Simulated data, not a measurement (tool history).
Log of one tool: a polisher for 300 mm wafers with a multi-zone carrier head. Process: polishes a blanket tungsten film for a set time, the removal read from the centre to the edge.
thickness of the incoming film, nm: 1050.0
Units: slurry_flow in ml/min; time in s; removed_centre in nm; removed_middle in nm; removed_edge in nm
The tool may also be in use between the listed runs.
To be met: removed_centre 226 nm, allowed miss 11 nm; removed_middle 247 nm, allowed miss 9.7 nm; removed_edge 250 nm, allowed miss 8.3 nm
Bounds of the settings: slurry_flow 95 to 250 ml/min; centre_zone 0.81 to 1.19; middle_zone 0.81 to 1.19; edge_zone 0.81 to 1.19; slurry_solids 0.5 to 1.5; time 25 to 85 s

| run | hour | slurry_flow | centre_zone | middle_zone | edge_zone | slurry_solids | time | removed_centre | removed_middle | removed_edge |
|---|---|---|---|---|---|---|---|---|---|---|
| 1 | 0 | 160 | 1 | 1 | 1 | 1 | 55 | 390.61 | 385.29 | 396.24 |
| 2 | 4.6 | 160 | 1 | 1.03 | 1 | 1 | 55 | 397.18 | 400.76 | 389.39 |
| 3 | 6.9 | 160 | 1 | 1.07 | 1 | 1 | 55 | 400.29 | 414.73 | 400.01 |
| 4 | 11.8 | 160 | 0.93 | 1.07 | 1 | 1 | 55 | 370.9 | 421.79 | 388.93 |
| 5 | 13.7 | 160 | 0.93 | 1.07 | 1.08 | 1 | 55 | 367.09 | 414.53 | 405.17 |
| 6 | 18.2 | 160 | 0.93 | 1.07 | 1.08 | 1 | 43 | 286.13 | 325.3 | 317.24 |
| 7 | 27.2 | 155 | 0.92 | 1.04 | 1.06 | 0.95 | 43 | 275.66 | 303.22 | 304.26 |
| 8 | 35.2 | 150 | 0.91 | 1.03 | 1.04 | 0.9 | 43 | 271 | 301.94 | 299.15 |
| 9 | 35.7 | 145 | 0.9 | 1.01 | 1.02 | 0.85 | 43 | 253.44 | 294.67 | 289.75 |
| 10 | 37.3 | 130 | 0.97 | 0.91 | 0.92 | 0.65 | 41 | 236.31 | 229.36 | 236.98 |
| 11 | 41.3 | 130 | 0.97 | 0.91 | 0.92 | 0.65 | 41 | 234 | 227.22 | 233.16 |
| 12 | 49.3 | 130 | 0.97 | 0.91 | 0.92 | 0.65 | 41 | 234 | 220.78 | 238.68 |
| 13 | 51.2 | 135 | 0.96 | 0.92 | 0.93 | 0.65 | 41 | 235.22 | 229.3 | 237.81 |
| 14 | 53.5 | 140 | 0.87 | 0.93 | 1.02 | 0.75 | 41 | 223.04 | 243.21 | 261.63 |
| 15 | 59.9 | 140 | 0.87 | 0.93 | 1.01 | 0.75 | 41 | 225.45 | 245.46 | 262.91 |

5 next moves are on the table. One of them brings every result within its allowed miss. Which?
| A | 66.3 | 150 | 0.89 | 0.97 | 0.96 | 0.75 | 39 | ? | ? | ? |
| B | 66.3 | 160 | 0.84 | 0.91 | 1.06 | 0.7 | 41 | ? | ? | ? |
| C | 66.3 | 115 | 0.81 | 0.92 | 1.02 | 0.7 | 45 | ? | ? | ? |
| D | 66.3 | 160 | 0.86 | 0.89 | 1.01 | 0.75 | 42 | ? | ? | ? |
| E | 66.3 | 130 | 0.81 | 0.87 | 1.05 | 0.85 | 42 | ? | ? | ? |

| move | removed_centre | removed_middle | removed_edge |
|---|---|---|---|
| A | 223.01 | 244.61 | 248.26 |
| B | 219.24 | 241.42 | 270.4 |
| C | 213.05 | 248.11 | 276.15 |
| D | 235.19 | 248.31 | 276.74 |
| E | 219.19 | 242.73 | 284.53 |
A: meets every target
B: further off than the last run
C: further off than the last run
D: further off than the last run
E: further off than the last run
Answer: A

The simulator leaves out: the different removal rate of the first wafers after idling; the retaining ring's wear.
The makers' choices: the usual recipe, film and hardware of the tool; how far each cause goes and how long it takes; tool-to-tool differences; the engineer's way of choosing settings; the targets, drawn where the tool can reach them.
